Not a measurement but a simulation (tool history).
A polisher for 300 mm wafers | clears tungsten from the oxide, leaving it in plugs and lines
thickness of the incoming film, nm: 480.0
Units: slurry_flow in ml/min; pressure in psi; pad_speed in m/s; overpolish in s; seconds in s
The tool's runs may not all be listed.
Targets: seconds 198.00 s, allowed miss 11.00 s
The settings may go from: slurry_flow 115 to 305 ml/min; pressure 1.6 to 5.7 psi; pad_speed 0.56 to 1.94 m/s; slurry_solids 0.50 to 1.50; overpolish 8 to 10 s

run	hour	slurry_flow	pressure	pad_speed	slurry_solids	overpolish	seconds
1	0.0	195	3.6	1.24	1.00	10	102.91
2	5.0	195	3.3	1.22	1.00	10	109.02
3	7.5	155	3.3	1.22	1.00	10	114.23
4	15.1	155	3.3	1.22	1.00	8	114.21
5	17.8	155	3.0	1.18	1.00	8	126.66
6	21.6	155	2.8	1.16	1.00	8	137.38
7	24.2	155	2.6	1.14	1.00	8	152.84
8	30.5	155	2.5	1.14	1.00	8	155.42
9	34.5	155	2.4	1.14	1.00	8	166.02
10	43.1	155	2.3	1.14	1.00	8	173.26
11	51.5	155	2.2	1.14	1.00	8	181.67

Which of these 5 next moves meets every target?
A	59.9	170	2.4	1.04	1.10	9	?
B	59.9	130	2.9	1.12	0.85	9	?
C	59.9	150	3.5	0.90	0.60	9	?
D	59.9	175	1.9	1.10	1.10	9	?
E	59.9	165	2.6	1.06	1.00	8	?

move	seconds
A	171.63
B	155.37
C	169.35
D	204.03
E	162.40
A: further off than the last run
B: further off than the last run
C: further off than the last run
D: meets every target
E: further off than the last run
The right move is D.
